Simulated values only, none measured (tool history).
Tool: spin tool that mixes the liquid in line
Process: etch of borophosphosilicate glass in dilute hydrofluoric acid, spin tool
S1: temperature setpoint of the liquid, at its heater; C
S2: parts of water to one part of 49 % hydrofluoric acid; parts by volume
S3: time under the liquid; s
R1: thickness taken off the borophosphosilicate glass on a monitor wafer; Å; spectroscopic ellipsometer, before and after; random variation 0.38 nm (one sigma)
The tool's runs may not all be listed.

| run | hour | S1 | S2 | S3 | R1 |
|---|---|---|---|---|---|
| 1 | 0 | 25 | 240 | 260 | 541.24 |
| 2 | 6.8 | 27 | 240 | 260 | 584.06 |
| 3 | 7.5 | 27.5 | 235 | 260 | 611.71 |
| 4 | 11.8 | 27.5 | 265 | 260 | 520.02 |
| 5 | 12.8 | 27.5 | 195 | 260 | 767.47 |
| 6 | 21.5 | 27.5 | 195 | 280 | 828.86 |
| 7 | 24.6 | 28 | 195 | 280 | 848.1 |
| 8 | 29.6 | 28.5 | 195 | 280 | 854.41 |

Forecast run 9:
| 9 | 31.8 | 29 | 195 | 280 | ? |

Run 9 gave R1 877.96 Å.
